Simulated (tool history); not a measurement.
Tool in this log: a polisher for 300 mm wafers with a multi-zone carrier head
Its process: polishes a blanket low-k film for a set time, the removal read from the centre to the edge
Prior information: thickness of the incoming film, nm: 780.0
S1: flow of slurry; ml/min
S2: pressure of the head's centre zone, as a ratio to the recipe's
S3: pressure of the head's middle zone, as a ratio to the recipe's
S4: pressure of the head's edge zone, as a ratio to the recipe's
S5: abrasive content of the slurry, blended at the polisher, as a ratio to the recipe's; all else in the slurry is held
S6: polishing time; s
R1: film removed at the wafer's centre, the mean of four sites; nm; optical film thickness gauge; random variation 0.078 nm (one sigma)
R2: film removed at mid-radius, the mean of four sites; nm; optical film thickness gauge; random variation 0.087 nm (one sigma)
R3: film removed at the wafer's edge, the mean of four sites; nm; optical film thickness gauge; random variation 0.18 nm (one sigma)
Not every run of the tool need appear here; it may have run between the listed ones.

{"run": 1, "hour": 0.0, "S1": 160, "S2": 1, "S3": 1, "S4": 1, "S5": 1, "S6": 56, "R1": 15.295, "R2": 15.167, "R3": 15.222}
{"run": 2, "hour": 0.7, "S1": 155, "S2": 0.99, "S3": 0.98, "S4": 0.99, "S5": 1, "S6": 56, "R1": 15.022, "R2": 14.994, "R3": 15.563}
{"run": 3, "hour": 9.6, "S1": 155, "S2": 1.04, "S3": 0.98, "S4": 0.99, "S5": 1, "S6": 56, "R1": 15.688, "R2": 14.759, "R3": 15.556}
{"run": 4, "hour": 14.6, "S1": 155, "S2": 1.08, "S3": 0.98, "S4": 0.99, "S5": 1, "S6": 56, "R1": 16.072, "R2": 14.81, "R3": 15.812}
{"hour": 18.1, "done": "worn pad replaced by a new one"}
{"run": 5, "hour": 18.1, "S1": 155, "S2": 1.08, "S3": 1.06, "S4": 0.99, "S5": 1, "S6": 56, "R1": 19.022, "R2": 18.514, "R3": 17.757}
{"run": 6, "hour": 23.0, "S1": 155, "S2": 1.08, "S3": 1.06, "S4": 0.99, "S5": 1, "S6": 51, "R1": 17.096, "R2": 16.851, "R3": 16.138}

Run 7 is up next; what results do you expect?
{"run": 7, "hour": 28.1, "S1": 155, "S2": 1.07, "S3": 1.04, "S4": 0.98, "S5": 1, "S6": 51, "R1": "?", "R2": "?", "R3": "?"}

Run 7 came out at R1 16.924 nm, R2 16.527 nm, R3 16.062 nm.
